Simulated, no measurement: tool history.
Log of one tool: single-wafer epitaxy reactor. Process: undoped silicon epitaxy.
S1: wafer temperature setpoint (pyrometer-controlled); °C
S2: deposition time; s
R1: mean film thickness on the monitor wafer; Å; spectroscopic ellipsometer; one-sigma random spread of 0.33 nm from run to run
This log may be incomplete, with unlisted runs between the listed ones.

Run 1, hour 0: S1 630 °C, S2 542 s. Result: R1 684.07 Å.
Run 2, hour 4.7: S1 627 °C, S2 541 s. Result: R1 637.89 Å.
Run 3, hour 8.4: S1 625 °C, S2 541 s. Result: R1 613.46 Å.
Run 4, hour 14.2: S1 631 °C, S2 541 s. Result: R1 704.08 Å.
Run 5, hour 17.8: S1 636 °C, S2 541 s. Result: R1 787.98 Å.
Run 6, hour 23: S1 645 °C, S2 541 s. Result: R1 958.63 Å.
Run 7, hour 28.9: S1 637 °C, S2 539 s. Result: R1 798.84 Å.

What will run 8 give?
Run 8, hour 29.9: S1 625 °C, S2 535 s. Result: R1 ?.

Run 8 gave R1 606.71 Å.
